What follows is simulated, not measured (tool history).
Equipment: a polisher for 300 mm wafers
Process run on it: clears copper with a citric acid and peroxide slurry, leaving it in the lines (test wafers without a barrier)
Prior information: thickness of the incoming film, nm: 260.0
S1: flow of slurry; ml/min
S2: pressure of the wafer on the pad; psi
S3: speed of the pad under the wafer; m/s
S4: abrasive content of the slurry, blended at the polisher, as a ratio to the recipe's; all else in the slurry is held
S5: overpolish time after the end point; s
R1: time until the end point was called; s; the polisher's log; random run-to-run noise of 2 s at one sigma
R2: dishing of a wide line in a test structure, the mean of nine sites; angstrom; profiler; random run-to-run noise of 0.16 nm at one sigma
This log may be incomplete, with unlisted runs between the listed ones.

Run 1, hour 0: S1 240 ml/min, S2 2.8 psi, S3 1.12 m/s, S4 1, S5 12 s. Result: R1 119.49 s, R2 188.65 angstrom.
Run 2, hour 3.6: S1 185 ml/min, S2 2.8 psi, S3 1.12 m/s, S4 1, S5 12 s. Result: R1 123.46 s, R2 183.47 angstrom.
Run 3, hour 5.3: S1 185 ml/min, S2 2.8 psi, S3 1 m/s, S4 1, S5 12 s. Result: R1 131.99 s, R2 174.33 angstrom.
Run 4, hour 11.9: S1 240 ml/min, S2 2.8 psi, S3 1 m/s, S4 1, S5 12 s. Result: R1 132.25 s, R2 178.64 angstrom.
Run 5, hour 14.7: S1 240 ml/min, S2 2.7 psi, S3 1 m/s, S4 1, S5 12 s. Result: R1 135.15 s, R2 170.79 angstrom.
Run 6, hour 18.7: S1 195 ml/min, S2 2.7 psi, S3 1 m/s, S4 1, S5 12 s. Result: R1 137.77 s, R2 171.74 angstrom.
Run 7, hour 22.8: S1 195 ml/min, S2 2.6 psi, S3 1 m/s, S4 1, S5 11 s. Result: R1 140.97 s, R2 149.67 angstrom.
Run 8, hour 31.7: S1 195 ml/min, S2 2.5 psi, S3 1 m/s, S4 1, S5 11 s. Result: R1 146.01 s, R2 146.69 angstrom.
At hour 36.5: slurry nozzle cleaned.
Run 9, hour 36.5: S1 195 ml/min, S2 2.4 psi, S3 1 m/s, S4 1, S5 11 s. Result: R1 149.28 s, R2 140.65 angstrom.

Run 10, settings as shown, results not yet in. Your forecast:
Run 10, hour 41.6: S1 195 ml/min, S2 2.3 psi, S3 1 m/s, S4 1, S5 11 s. Result: R1 ?, R2 ?.

{"run 10": {"R1": 154.81, "R2": 136.47}}
